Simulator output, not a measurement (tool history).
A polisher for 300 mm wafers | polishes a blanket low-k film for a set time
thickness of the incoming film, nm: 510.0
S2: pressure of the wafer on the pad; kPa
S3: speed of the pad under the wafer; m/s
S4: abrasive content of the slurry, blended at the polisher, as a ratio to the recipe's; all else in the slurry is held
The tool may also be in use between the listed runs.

Run 1, hour 0: flow of slurry (ml/min) 200, S2 14.5 kPa, S3 1.2 m/s, S4 1, polishing time (s) 87. Result: film removed (nm) 40.663.
Run 2, hour 0.7: flow of slurry (ml/min) 200, S2 15.2 kPa, S3 1.2 m/s, S4 1, polishing time (s) 87. Result: film removed (nm) 42.48.
Run 3, hour 8.6: flow of slurry (ml/min) 200, S2 15.9 kPa, S3 1.2 m/s, S4 1, polishing time (s) 87. Result: film removed (nm) 44.236.
Run 4, hour 12.7: flow of slurry (ml/min) 200, S2 16.5 kPa, S3 1.2 m/s, S4 1, polishing time (s) 87. Result: film removed (nm) 46.342.
Run 5, hour 18.3: flow of slurry (ml/min) 200, S2 17.2 kPa, S3 1.2 m/s, S4 1, polishing time (s) 87. Result: film removed (nm) 49.17.
Run 6, hour 20.1: flow of slurry (ml/min) 200, S2 19.3 kPa, S3 1.2 m/s, S4 1, polishing time (s) 87. Result: film removed (nm) 53.455.
Run 7, hour 20.6: flow of slurry (ml/min) 200, S2 20 kPa, S3 1.2 m/s, S4 1, polishing time (s) 87. Result: film removed (nm) 53.932.

Forecast run 8:
Run 8, hour 23.5: flow of slurry (ml/min) 200, S2 20 kPa, S3 1.22 m/s, S4 1, polishing time (s) 87. Result: film removed (nm) ?.

film removed (nm): 56.594
